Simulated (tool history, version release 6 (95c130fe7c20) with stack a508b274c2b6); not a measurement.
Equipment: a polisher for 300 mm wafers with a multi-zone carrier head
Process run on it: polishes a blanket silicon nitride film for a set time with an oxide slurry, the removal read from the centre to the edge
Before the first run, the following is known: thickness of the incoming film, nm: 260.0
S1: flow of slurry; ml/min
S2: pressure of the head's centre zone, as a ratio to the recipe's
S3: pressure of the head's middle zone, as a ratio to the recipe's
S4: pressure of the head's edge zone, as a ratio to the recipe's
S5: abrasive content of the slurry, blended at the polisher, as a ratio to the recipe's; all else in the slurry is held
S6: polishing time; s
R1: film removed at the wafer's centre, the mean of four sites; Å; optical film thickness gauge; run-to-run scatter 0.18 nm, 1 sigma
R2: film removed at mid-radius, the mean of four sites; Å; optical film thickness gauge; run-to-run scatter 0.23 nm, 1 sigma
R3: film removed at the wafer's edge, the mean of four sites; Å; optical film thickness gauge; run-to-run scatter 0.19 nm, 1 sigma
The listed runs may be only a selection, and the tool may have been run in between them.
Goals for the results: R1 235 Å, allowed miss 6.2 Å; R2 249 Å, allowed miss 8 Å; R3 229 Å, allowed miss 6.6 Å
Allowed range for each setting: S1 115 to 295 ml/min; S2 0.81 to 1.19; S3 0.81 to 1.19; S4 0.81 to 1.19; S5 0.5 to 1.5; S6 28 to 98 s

run  hour   S1    S2    S3    S4    S5  S6      R1      R2      R3
  1     0  190     1     1     1     1  63  353.36  358.39  356.74
  2   5.8  190     1     1     1     1  71  396.81  402.45  401.35
  3  10.3  190     1  0.94     1     1  71  398.93  379.25  405.99
  4  15.3  190  0.92  0.94     1     1  71  364.42  380.17   406.1
  5  17.6  190  0.93  0.96  0.95  0.85  66  322.12  336.79   348.2
  6  24.9  190  0.93  0.96  0.95  0.85  58  278.53  296.45  302.57
  7  26.6  190  0.95  0.98  0.91  0.75  57  264.74  275.17  272.64
  8  32.1  180  0.95  0.99  0.88   0.7  57  256.54  268.23  254.26
  9  34.5  165  0.94  0.99  0.86   0.7  57  245.11  264.59  252.13
 10  37.5  155  0.95  0.99  0.85   0.7  57   245.6  255.01  249.09
 11  40.2  150  0.95     1  0.84   0.7  57  243.72  260.39  246.37
 12  45.7  145  0.96  1.01  0.83   0.7  57  244.33  265.82  239.79
 13  48.3  145  0.96  1.01  0.83   0.7  57  243.07  258.32  244.34
 14  54.8  135  0.98  1.03  0.81   0.6  57  226.38  240.56  218.88
 15  56.2  135  0.98  1.03  0.81   0.6  57  225.13  243.11  218.23
 16  64.6  145  0.98  1.02  0.82   0.6  57  228.25  239.14  226.59

4 candidate next runs follow, results not yet known. Just one meets every target within its allowed miss. Identify it.
  A    73  155  0.97  1.02  0.81   0.8  50   ?   ?   ?
  B    73  135  1.01  0.89   0.9  0.55  62   ?   ?   ?
  C    73  150  0.96     1  0.88  0.55  58   ?   ?   ?
  D    73  125  0.97  1.03  0.81  0.65  55   ?   ?   ?

move      R1      R2      R3
   A  234.46  252.27  229.57
   B  239.31  222.75  239.63
   C  218.96  234.52  225.53
   D  218.53  238.69  218.77
A: all results land within tolerance of their targets
B: its largest miss is bigger than the last run's
C: its largest miss is bigger than the last run's
D: its largest miss is bigger than the last run's
A is the move that brings every result within its allowed miss.
